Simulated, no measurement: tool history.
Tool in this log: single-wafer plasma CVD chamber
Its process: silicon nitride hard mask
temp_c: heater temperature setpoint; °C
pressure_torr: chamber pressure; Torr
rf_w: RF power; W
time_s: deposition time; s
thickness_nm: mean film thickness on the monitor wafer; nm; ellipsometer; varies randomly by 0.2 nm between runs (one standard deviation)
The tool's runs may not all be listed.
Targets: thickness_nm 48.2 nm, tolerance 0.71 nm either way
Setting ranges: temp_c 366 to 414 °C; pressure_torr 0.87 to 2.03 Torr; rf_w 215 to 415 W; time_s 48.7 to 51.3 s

| run | hour | temp_c | pressure_torr | rf_w | time_s | thickness_nm |
|---|---|---|---|---|---|---|
| 1 | 0 | 390 | 1.45 | 315 | 51.3 | 57.622 |
| 2 | 0.7 | 390 | 1.25 | 315 | 51.3 | 55.287 |
| 3 | 3.1 | 390 | 1.19 | 310 | 51.3 | 53.852 |
| 4 | 6.1 | 390 | 1.14 | 305 | 51.3 | 52.872 |
| 5 | 9.9 | 386 | 1.14 | 305 | 51.3 | 52.631 |
| 6 | 17.5 | 386 | 1.14 | 305 | 48.7 | 49.938 |
| 7 | 19.8 | 385 | 1.12 | 305 | 48.7 | 49.732 |
| 8 | 23.3 | 384 | 1.1 | 305 | 48.7 | 49.525 |
| 9 | 32.2 | 384 | 1.08 | 305 | 48.7 | 49.323 |

Which single option among these 5 for the next run brings every result within its allowed miss of target? Just one does.
| A | 41.1 | 388 | 1.07 | 290 | 48.9 | ? |
| B | 41.1 | 382 | 1.15 | 295 | 50.4 | ? |
| C | 41.1 | 381 | 1.07 | 315 | 50.3 | ? |
| D | 41.1 | 395 | 0.95 | 315 | 51.1 | ? |
| E | 41.1 | 393 | 1.26 | 290 | 49.7 | ? |

| move | thickness_nm |
|---|---|
| A | 48.274 |
| B | 51.47 |
| C | 52.07 |
| D | 50.674 |
| E | 51.355 |
A: in spec on every target
B: further off than the last run
C: further off than the last run
D: further off than the last run
E: further off than the last run
The move that meets every target is A.
